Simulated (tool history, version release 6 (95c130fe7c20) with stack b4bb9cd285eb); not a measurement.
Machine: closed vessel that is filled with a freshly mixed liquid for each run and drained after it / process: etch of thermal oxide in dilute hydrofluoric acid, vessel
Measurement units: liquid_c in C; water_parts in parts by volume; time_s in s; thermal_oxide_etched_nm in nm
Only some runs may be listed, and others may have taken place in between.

run 1 hour=0.0 | liquid_c=25.0 water_parts=80 time_s=1135 | thermal_oxide_etched_nm=70.454
run 2 hour=4.2 | liquid_c=25.0 water_parts=55 time_s=1135 | thermal_oxide_etched_nm=105.220
run 3 hour=9.1 | liquid_c=25.0 water_parts=40 time_s=1135 | thermal_oxide_etched_nm=149.290
run 4 hour=11.0 | liquid_c=27.0 water_parts=40 time_s=1135 | thermal_oxide_etched_nm=159.360
run 5 hour=19.5 | liquid_c=25.5 water_parts=50 time_s=1135 | thermal_oxide_etched_nm=119.720
run 6 hour=22.6 | liquid_c=28.0 water_parts=50 time_s=1135 | thermal_oxide_etched_nm=131.970
run 7 hour=30.6 | liquid_c=26.5 water_parts=60 time_s=1135 | thermal_oxide_etched_nm=103.420

Run 8, settings as shown, results not yet in. Your forecast:
run 8 hour=39.2 | liquid_c=25.0 water_parts=65 time_s=1135 | thermal_oxide_etched_nm=?

{"run 8": {"thermal_oxide_etched_nm": 87.966}}
